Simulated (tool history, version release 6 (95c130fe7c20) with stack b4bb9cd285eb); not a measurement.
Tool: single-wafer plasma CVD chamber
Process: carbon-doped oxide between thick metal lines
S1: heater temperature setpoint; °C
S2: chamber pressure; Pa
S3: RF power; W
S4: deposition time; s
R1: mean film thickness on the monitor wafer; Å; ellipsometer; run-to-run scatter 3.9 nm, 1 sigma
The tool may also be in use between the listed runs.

Run 1, day 0: S1 350 °C, S2 695 Pa, S3 405 W, S4 312 s. Result: R1 14049 Å.
Run 2, day 0.25: S1 361 °C, S2 695 Pa, S3 405 W, S4 312 s. Result: R1 13711 Å.
Run 3, day 0.375: S1 361 °C, S2 695 Pa, S3 405 W, S4 312 s. Result: R1 13757 Å.
Run 4, day 0.592: S1 359 °C, S2 755 Pa, S3 415 W, S4 312 s. Result: R1 14274 Å.
Run 5, day 0.829: S1 357 °C, S2 801 Pa, S3 420 W, S4 312 s. Result: R1 14510 Å.
Run 6, day 1.154: S1 357 °C, S2 801 Pa, S3 450 W, S4 312 s. Result: R1 15071 Å.

Run 7 comes next. What will it give?
Run 7, day 1.508: S1 356 °C, S2 823 Pa, S3 450 W, S4 312 s. Result: R1 ?.

Run 7 measured R1 15174 Å.
